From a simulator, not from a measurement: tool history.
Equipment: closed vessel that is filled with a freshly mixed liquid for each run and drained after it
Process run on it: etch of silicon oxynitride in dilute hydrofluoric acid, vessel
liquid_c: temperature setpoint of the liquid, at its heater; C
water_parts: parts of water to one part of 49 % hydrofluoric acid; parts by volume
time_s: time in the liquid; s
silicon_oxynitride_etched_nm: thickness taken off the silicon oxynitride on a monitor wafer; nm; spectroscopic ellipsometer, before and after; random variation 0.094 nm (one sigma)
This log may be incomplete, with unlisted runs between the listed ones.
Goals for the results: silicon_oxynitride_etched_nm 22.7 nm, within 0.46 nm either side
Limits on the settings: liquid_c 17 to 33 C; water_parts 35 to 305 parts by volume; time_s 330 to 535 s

{"run": 1, "hour": 0.0, "liquid_c": 25, "water_parts": 170, "time_s": 535, "silicon_oxynitride_etched_nm": 10.123}
{"run": 2, "hour": 7.4, "liquid_c": 27, "water_parts": 170, "time_s": 535, "silicon_oxynitride_etched_nm": 11.103}
{"run": 3, "hour": 13.8, "liquid_c": 28, "water_parts": 160, "time_s": 535, "silicon_oxynitride_etched_nm": 12.377}
{"run": 4, "hour": 21.2, "liquid_c": 28, "water_parts": 215, "time_s": 535, "silicon_oxynitride_etched_nm": 8.8248}
{"run": 5, "hour": 27.1, "liquid_c": 28, "water_parts": 265, "time_s": 535, "silicon_oxynitride_etched_nm": 6.8937}
{"run": 6, "hour": 29.9, "liquid_c": 28.5, "water_parts": 240, "time_s": 535, "silicon_oxynitride_etched_nm": 7.9204}
{"run": 7, "hour": 31.2, "liquid_c": 29, "water_parts": 220, "time_s": 535, "silicon_oxynitride_etched_nm": 8.9388}
{"run": 8, "hour": 39.0, "liquid_c": 29.5, "water_parts": 200, "time_s": 535, "silicon_oxynitride_etched_nm": 10.25}
{"run": 9, "hour": 41.4, "liquid_c": 30, "water_parts": 180, "time_s": 535, "silicon_oxynitride_etched_nm": 11.853}
{"run": 10, "hour": 46.0, "liquid_c": 30.5, "water_parts": 165, "time_s": 535, "silicon_oxynitride_etched_nm": 13.442}
{"run": 11, "hour": 47.1, "liquid_c": 31, "water_parts": 155, "time_s": 535, "silicon_oxynitride_etched_nm": 14.712}
{"run": 12, "hour": 55.0, "liquid_c": 33, "water_parts": 95, "time_s": 535, "silicon_oxynitride_etched_nm": 27.653}
{"run": 13, "hour": 60.7, "liquid_c": 32.5, "water_parts": 95, "time_s": 535, "silicon_oxynitride_etched_nm": 27.373}
{"run": 14, "hour": 62.5, "liquid_c": 32, "water_parts": 95, "time_s": 535, "silicon_oxynitride_etched_nm": 26.64}
{"run": 15, "hour": 67.2, "liquid_c": 31.5, "water_parts": 95, "time_s": 535, "silicon_oxynitride_etched_nm": 26.187}
{"run": 16, "hour": 76.1, "liquid_c": 31, "water_parts": 95, "time_s": 535, "silicon_oxynitride_etched_nm": 25.575}

Which one of the following 4 next-run settings gets every result inside its allowed miss? There is exactly one.
{"run": "A", "hour": 85.0, "liquid_c": 31, "water_parts": 85, "time_s": 525, "silicon_oxynitride_etched_nm": "?"}
{"run": "B", "hour": 85.0, "liquid_c": 32.5, "water_parts": 90, "time_s": 525, "silicon_oxynitride_etched_nm": "?"}
{"run": "C", "hour": 85.0, "liquid_c": 29.5, "water_parts": 100, "time_s": 535, "silicon_oxynitride_etched_nm": "?"}
{"run": "D", "hour": 85.0, "liquid_c": 28, "water_parts": 75, "time_s": 535, "silicon_oxynitride_etched_nm": "?"}

move=A silicon_oxynitride_etched_nm=28.359
move=B silicon_oxynitride_etched_nm=28.479
move=C silicon_oxynitride_etched_nm=22.608
move=D silicon_oxynitride_etched_nm=28.851
A: moves away from the targets compared with the last run
B: moves away from the targets compared with the last run
C: every result within its allowed miss
D: moves away from the targets compared with the last run
The move that meets every target is C.

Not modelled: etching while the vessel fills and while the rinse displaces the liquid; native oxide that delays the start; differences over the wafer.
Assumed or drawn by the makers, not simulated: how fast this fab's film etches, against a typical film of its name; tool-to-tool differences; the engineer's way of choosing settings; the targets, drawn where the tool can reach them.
